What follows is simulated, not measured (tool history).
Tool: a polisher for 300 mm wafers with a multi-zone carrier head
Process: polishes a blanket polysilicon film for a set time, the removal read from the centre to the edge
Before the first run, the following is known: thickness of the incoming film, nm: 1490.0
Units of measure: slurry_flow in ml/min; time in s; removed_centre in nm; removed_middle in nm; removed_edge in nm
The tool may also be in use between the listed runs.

run 1 hour=0 | slurry_flow=285 centre_zone=1 middle_zone=1 edge_zone=1 time=44 | removed_centre=253.71 removed_middle=261.89 removed_edge=255.78
run 2 hour=8.8 | slurry_flow=285 centre_zone=1.07 middle_zone=1 edge_zone=1 time=44 | removed_centre=271.1 removed_middle=255.97 removed_edge=258.59
run 3 hour=13.4 | slurry_flow=295 centre_zone=1.05 middle_zone=1.04 edge_zone=1.03 time=46 | removed_centre=282.29 removed_middle=277.61 removed_edge=273.7
run 4 hour=18.6 | slurry_flow=295 centre_zone=1.05 middle_zone=1.04 edge_zone=1.03 time=41 | removed_centre=247.23 removed_middle=249.45 removed_edge=238.76
run 5 hour=22 | slurry_flow=295 centre_zone=1.05 middle_zone=1.04 edge_zone=1.03 time=37 | removed_centre=224.02 removed_middle=221.8 removed_edge=215.37
run 6 hour=25.5 | slurry_flow=295 centre_zone=1.03 middle_zone=1.07 edge_zone=1.05 time=41 | removed_centre=242.31 removed_middle=253.46 removed_edge=241.9
run 7 hour=28.5 | slurry_flow=295 centre_zone=1.03 middle_zone=1.07 edge_zone=1.05 time=41 | removed_centre=246.69 removed_middle=254.74 removed_edge=241.82
run 8 hour=30.3 | slurry_flow=300 centre_zone=1.01 middle_zone=1.1 edge_zone=1.07 time=43 | removed_centre=254.79 removed_middle=269.52 removed_edge=255.16
run 9 hour=31 | slurry_flow=300 centre_zone=0.99 middle_zone=1.12 edge_zone=1.07 time=45 | removed_centre=256.88 removed_middle=287.77 removed_edge=270.6
run 10 hour=32.3 | slurry_flow=310 centre_zone=0.99 middle_zone=1.14 edge_zone=1.06 time=47 | removed_centre=266.76 removed_middle=301.08 removed_edge=280.41

Estimate the outcome of run 11 from the log above:
run 11 hour=35.4 | slurry_flow=310 centre_zone=0.99 middle_zone=1.15 edge_zone=1.04 time=49 | removed_centre=? removed_middle=? removed_edge=?

removed_centre: 288.19 nm
removed_middle: 318.6 nm
removed_edge: 285.39 nm
